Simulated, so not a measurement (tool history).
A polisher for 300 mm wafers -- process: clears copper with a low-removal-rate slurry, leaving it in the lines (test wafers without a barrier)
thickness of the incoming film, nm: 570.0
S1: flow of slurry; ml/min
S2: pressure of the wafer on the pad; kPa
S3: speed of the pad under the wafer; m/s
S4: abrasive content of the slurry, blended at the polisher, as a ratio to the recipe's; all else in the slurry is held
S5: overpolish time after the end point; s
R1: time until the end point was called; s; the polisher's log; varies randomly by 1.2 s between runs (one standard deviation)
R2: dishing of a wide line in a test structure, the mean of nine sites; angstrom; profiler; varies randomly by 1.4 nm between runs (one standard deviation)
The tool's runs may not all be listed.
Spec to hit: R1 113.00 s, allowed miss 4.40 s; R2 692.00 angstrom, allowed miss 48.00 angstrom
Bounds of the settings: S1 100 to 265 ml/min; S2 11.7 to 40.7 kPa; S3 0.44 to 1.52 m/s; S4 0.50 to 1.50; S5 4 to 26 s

{"run": 1, "day": 0.0, "S1": 170, "S2": 26.2, "S3": 0.98, "S4": 1.0, "S5": 13, "R1": 148.89, "R2": 349.93}
{"run": 2, "day": 0.271, "S1": 170, "S2": 26.2, "S3": 0.98, "S4": 1.0, "S5": 10, "R1": 148.84, "R2": 271.39}
{"run": 3, "day": 0.646, "S1": 170, "S2": 27.6, "S3": 0.98, "S4": 1.0, "S5": 11, "R1": 141.71, "R2": 308.61}
{"run": 4, "day": 0.704, "S1": 170, "S2": 27.6, "S3": 0.98, "S4": 1.0, "S5": 16, "R1": 140.85, "R2": 435.54}
{"run": 5, "day": 0.979, "S1": 170, "S2": 28.3, "S3": 0.98, "S4": 1.0, "S5": 17, "R1": 135.56, "R2": 463.42}
{"run": 6, "day": 1.171, "S1": 170, "S2": 29.0, "S3": 0.98, "S4": 1.0, "S5": 18, "R1": 134.52, "R2": 515.78}
{"run": 7, "day": 1.333, "S1": 170, "S2": 29.6, "S3": 0.98, "S4": 1.0, "S5": 18, "R1": 133.84, "R2": 496.61}
{"run": 8, "day": 1.679, "S1": 170, "S2": 30.3, "S3": 0.98, "S4": 1.0, "S5": 19, "R1": 131.6, "R2": 534.82}
{"run": 9, "day": 1.896, "S1": 170, "S2": 31.0, "S3": 0.98, "S4": 1.0, "S5": 19, "R1": 126.11, "R2": 551.97}
{"run": 10, "day": 2.05, "S1": 170, "S2": 31.7, "S3": 0.98, "S4": 1.0, "S5": 19, "R1": 122.94, "R2": 573.7}

Below are 5 possible settings for the next run. Only one of them brings all results inside the allowed miss of their targets. Which is it?
{"run": "A", "day": 2.204, "S1": 155, "S2": 34.5, "S3": 1.1, "S4": 1.15, "S5": 26, "R1": "?", "R2": "?"}
{"run": "B", "day": 2.204, "S1": 190, "S2": 29.0, "S3": 1.04, "S4": 1.1, "S5": 25, "R1": "?", "R2": "?"}
{"run": "C", "day": 2.204, "S1": 185, "S2": 33.1, "S3": 0.98, "S4": 1.15, "S5": 18, "R1": "?", "R2": "?"}
{"run": "D", "day": 2.204, "S1": 175, "S2": 36.5, "S3": 1.0, "S4": 1.2, "S5": 25, "R1": "?", "R2": "?"}
{"run": "E", "day": 2.204, "S1": 185, "S2": 28.3, "S3": 1.24, "S4": 0.9, "S5": 23, "R1": "?", "R2": "?"}

move=A R1=102.73 R2=865.35
move=B R1=125.03 R2=714.86
move=C R1=115.43 R2=590.63
move=D R1=102.91 R2=843.25
move=E R1=113.26 R2=722.11
A: carries the result that was furthest off beyond its target, to the other side
B: the furthest-off result lands on target, but another misses its tolerance
C: better than the last run, though not everything is in spec
D: carries the result that was furthest off beyond its target, to the other side
E: every result lands within tolerance
The move that meets every target is E.
